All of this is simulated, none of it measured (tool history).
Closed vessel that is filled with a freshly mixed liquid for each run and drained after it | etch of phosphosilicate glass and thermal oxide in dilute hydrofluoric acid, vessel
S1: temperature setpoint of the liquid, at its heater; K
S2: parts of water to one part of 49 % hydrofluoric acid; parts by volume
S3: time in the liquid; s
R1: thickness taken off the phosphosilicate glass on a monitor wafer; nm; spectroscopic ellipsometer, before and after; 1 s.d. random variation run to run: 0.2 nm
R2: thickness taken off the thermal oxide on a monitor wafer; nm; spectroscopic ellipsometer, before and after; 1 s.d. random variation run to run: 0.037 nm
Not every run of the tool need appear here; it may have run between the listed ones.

| run | hour | S1 | S2 | S3 | R1 | R2 |
|---|---|---|---|---|---|---|
| 1 | 0 | 298.15 | 215 | 60 | 42.07 | 0.99247 |
| 2 | 5.3 | 298.15 | 140 | 60 | 70.212 | 1.7029 |
| 3 | 13.5 | 296.65 | 140 | 60 | 66.012 | 1.6226 |
| 4 | 15.4 | 296.65 | 140 | 75 | 81.978 | 2.0108 |
| 5 | 20.1 | 298.65 | 140 | 75 | 89.143 | 2.2057 |
| 6 | 23.4 | 297.65 | 145 | 75 | 81.963 | 2.0303 |
| 7 | 28.5 | 296.65 | 150 | 75 | 76.455 | 1.7918 |
| 8 | 35.1 | 296.15 | 155 | 75 | 72.256 | 1.7759 |

For run 9, what comes out?
| 9 | 40.4 | 295.15 | 160 | 75 | ? | ? |

Run 9 measured R1 66.654 nm, R2 1.5813 nm.

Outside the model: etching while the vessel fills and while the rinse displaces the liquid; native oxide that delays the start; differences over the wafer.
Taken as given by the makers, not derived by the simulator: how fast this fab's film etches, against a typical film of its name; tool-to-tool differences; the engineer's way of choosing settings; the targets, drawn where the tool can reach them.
